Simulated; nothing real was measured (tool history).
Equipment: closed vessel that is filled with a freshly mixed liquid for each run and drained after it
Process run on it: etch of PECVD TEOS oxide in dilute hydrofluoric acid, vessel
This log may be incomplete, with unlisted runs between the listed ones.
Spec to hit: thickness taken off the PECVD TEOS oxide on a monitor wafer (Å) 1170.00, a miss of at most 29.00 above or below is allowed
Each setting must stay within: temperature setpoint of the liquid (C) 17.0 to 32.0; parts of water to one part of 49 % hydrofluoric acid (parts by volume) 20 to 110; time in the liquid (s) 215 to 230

| run | hour | temperature setpoint of the liquid (C) | parts of water to one part of 49 % hydrofluoric acid (parts by volume) | time in the liquid (s) | thickness taken off the PECVD TEOS oxide on a monitor wafer (Å) |
|---|---|---|---|---|---|
| 1 | 0.0 | 24.0 | 60 | 215 | 759.11 |
| 2 | 1.2 | 25.5 | 60 | 215 | 803.95 |
| 3 | 5.3 | 27.0 | 60 | 215 | 848.16 |
| 4 | 11.4 | 28.0 | 60 | 215 | 889.57 |
| 5 | 18.8 | 28.0 | 60 | 215 | 882.51 |
| 6 | 25.5 | 29.0 | 60 | 215 | 921.84 |
| 7 | 29.1 | 29.0 | 60 | 215 | 919.16 |
| 8 | 36.2 | 29.5 | 60 | 215 | 951.67 |
| 9 | 45.0 | 30.0 | 60 | 215 | 958.51 |
| 10 | 46.3 | 30.5 | 60 | 215 | 982.33 |
| 11 | 47.7 | 32.0 | 50 | 215 | 1267.90 |
| 12 | 52.4 | 31.5 | 50 | 215 | 1251.00 |
| 13 | 57.0 | 31.0 | 50 | 215 | 1214.70 |

Pick the move, out of 5, that brings all results within their allowed miss; only one does.
| A | 61.6 | 32.0 | 55 | 220 | ? |
| B | 61.6 | 32.0 | 55 | 230 | ? |
| C | 61.6 | 29.5 | 45 | 215 | ? |
| D | 61.6 | 28.5 | 45 | 220 | ? |
| E | 61.6 | 29.0 | 45 | 215 | ? |

| move | thickness taken off the PECVD TEOS oxide on a monitor wafer (Å) |
|---|---|
| A | 1171.30 |
| B | 1224.50 |
| C | 1289.10 |
| D | 1267.60 |
| E | 1263.70 |
A: hits every target within its allowed miss
B: further off than the last run
C: further off than the last run
D: further off than the last run
E: further off than the last run
A meets every target.
